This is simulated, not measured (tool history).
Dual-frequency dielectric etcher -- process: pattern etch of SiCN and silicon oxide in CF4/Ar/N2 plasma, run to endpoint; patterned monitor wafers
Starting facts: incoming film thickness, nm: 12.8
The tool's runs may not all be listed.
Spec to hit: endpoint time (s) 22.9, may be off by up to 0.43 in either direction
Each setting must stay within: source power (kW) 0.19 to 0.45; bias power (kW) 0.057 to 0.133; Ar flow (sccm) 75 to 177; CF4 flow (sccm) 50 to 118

{"run": 1, "hour": 0.0, "source power (kW)": 0.32, "bias power (kW)": 0.095, "Ar flow (sccm)": 126, "CF4 flow (sccm)": 84, "endpoint time (s)": 16.738}
{"run": 2, "hour": 1.1, "source power (kW)": 0.32, "bias power (kW)": 0.095, "Ar flow (sccm)": 126, "CF4 flow (sccm)": 75, "endpoint time (s)": 16.673}
{"run": 3, "hour": 2.2, "source power (kW)": 0.3, "bias power (kW)": 0.095, "Ar flow (sccm)": 126, "CF4 flow (sccm)": 75, "endpoint time (s)": 17.671}
{"run": 4, "hour": 4.4, "source power (kW)": 0.3, "bias power (kW)": 0.095, "Ar flow (sccm)": 126, "CF4 flow (sccm)": 83, "endpoint time (s)": 17.421}
{"run": 5, "hour": 6.5, "source power (kW)": 0.33, "bias power (kW)": 0.095, "Ar flow (sccm)": 126, "CF4 flow (sccm)": 83, "endpoint time (s)": 16.121}
{"run": 6, "hour": 12.7, "source power (kW)": 0.31, "bias power (kW)": 0.094, "Ar flow (sccm)": 126, "CF4 flow (sccm)": 83, "endpoint time (s)": 17.342}
{"run": 7, "hour": 15.4, "source power (kW)": 0.25, "bias power (kW)": 0.092, "Ar flow (sccm)": 126, "CF4 flow (sccm)": 83, "endpoint time (s)": 20.324}
{"run": 8, "hour": 16.8, "source power (kW)": 0.24, "bias power (kW)": 0.092, "Ar flow (sccm)": 126, "CF4 flow (sccm)": 83, "endpoint time (s)": 21.004}
{"run": 9, "hour": 25.5, "source power (kW)": 0.23, "bias power (kW)": 0.092, "Ar flow (sccm)": 126, "CF4 flow (sccm)": 83, "endpoint time (s)": 21.713}

Pick the move, out of 5, that brings all results within their allowed miss; only one does.
{"run": "A", "hour": 34.2, "source power (kW)": 0.22, "bias power (kW)": 0.094, "Ar flow (sccm)": 122, "CF4 flow (sccm)": 68, "endpoint time (s)": "?"}
{"run": "B", "hour": 34.2, "source power (kW)": 0.22, "bias power (kW)": 0.087, "Ar flow (sccm)": 136, "CF4 flow (sccm)": 77, "endpoint time (s)": "?"}
{"run": "C", "hour": 34.2, "source power (kW)": 0.24, "bias power (kW)": 0.084, "Ar flow (sccm)": 123, "CF4 flow (sccm)": 85, "endpoint time (s)": "?"}
{"run": "D", "hour": 34.2, "source power (kW)": 0.23, "bias power (kW)": 0.103, "Ar flow (sccm)": 115, "CF4 flow (sccm)": 96, "endpoint time (s)": "?"}
{"run": "E", "hour": 34.2, "source power (kW)": 0.19, "bias power (kW)": 0.101, "Ar flow (sccm)": 114, "CF4 flow (sccm)": 87, "endpoint time (s)": "?"}

move=A endpoint_time_(s)=23.024
move=B endpoint_time_(s)=23.765
move=C endpoint_time_(s)=21.94
move=D endpoint_time_(s)=20.568
move=E endpoint_time_(s)=24.231
A: every result within its allowed miss
B: pushes the last run's worst result past its target
C: nearer the targets than the last run, but a result is still out of spec
D: its largest miss is bigger than the last run's
E: pushes the last run's worst result past its target
Go with A: it meets all targets.
